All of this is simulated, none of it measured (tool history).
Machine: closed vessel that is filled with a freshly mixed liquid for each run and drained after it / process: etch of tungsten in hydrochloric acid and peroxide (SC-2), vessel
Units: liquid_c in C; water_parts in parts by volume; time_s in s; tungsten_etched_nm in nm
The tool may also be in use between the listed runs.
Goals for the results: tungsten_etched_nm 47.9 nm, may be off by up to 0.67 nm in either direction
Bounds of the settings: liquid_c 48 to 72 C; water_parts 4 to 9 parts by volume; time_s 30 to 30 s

run,day,liquid_c,water_parts,time_s,tungsten_etched_nm
1,0,64,5,30,42.658
2,0.138,64.5,5,30,43.976
3,0.204,58,5,30,29.592
4,0.483,60.5,5,30,34.591
5,0.592,60.5,5,30,34.504
6,0.638,60.5,6.5,30,28.501
7,0.979,63,6.5,30,33.225
8,1.171,65,6.5,30,37.345
9,1.229,66.5,6.5,30,40.82
10,1.483,67.5,6.5,30,43.513
11,1.75,69.5,6.5,30,49.179

Which one of the following 5 next-run settings gets every result inside its allowed miss? There is exactly one.
A,2.017,68,5.5,30,?
B,2.017,71.5,7.5,30,?
C,2.017,70,6.5,30,?
D,2.017,69,6.5,30,?
E,2.017,67,5,30,?

move,tungsten_etched_nm
A,50.849
B,49.389
C,50.534
D,47.624
E,51.308
A: further off than the last run
B: further off than the last run
C: further off than the last run
D: all results land within tolerance of their targets
E: further off than the last run
D meets every target.
